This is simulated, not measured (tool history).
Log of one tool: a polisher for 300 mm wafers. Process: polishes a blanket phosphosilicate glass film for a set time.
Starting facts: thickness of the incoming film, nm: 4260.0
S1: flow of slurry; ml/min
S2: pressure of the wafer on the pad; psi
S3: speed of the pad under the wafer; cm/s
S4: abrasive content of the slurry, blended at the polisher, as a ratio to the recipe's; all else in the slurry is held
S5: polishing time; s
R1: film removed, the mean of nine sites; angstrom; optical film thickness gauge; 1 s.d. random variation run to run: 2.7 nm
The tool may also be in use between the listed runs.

run 1 hour=0 | S1=305 S2=2.9 S3=92 S4=1 S5=77 | R1=5598.5
run 2 hour=7.2 | S1=350 S2=2.9 S3=92 S4=1 S5=77 | R1=5646
run 3 hour=8.7 | S1=350 S2=2.9 S3=92 S4=1.15 S5=77 | R1=6005.3
run 4 hour=16.5 | S1=400 S2=2.9 S3=92 S4=1.15 S5=77 | R1=6043.5
-- hour=23.2 head pressure recalibrated
run 5 hour=23.2 | S1=400 S2=2.6 S3=92 S4=1.15 S5=77 | R1=5988
run 6 hour=30.1 | S1=375 S2=2.2 S3=88 S4=1.15 S5=77 | R1=4905.7

The next listed run, before its measurement:
run 7 hour=36.3 | S1=350 S2=2.1 S3=88 S4=1.15 S5=77 | R1=?

{"run 7": {"R1": 4694.9}}

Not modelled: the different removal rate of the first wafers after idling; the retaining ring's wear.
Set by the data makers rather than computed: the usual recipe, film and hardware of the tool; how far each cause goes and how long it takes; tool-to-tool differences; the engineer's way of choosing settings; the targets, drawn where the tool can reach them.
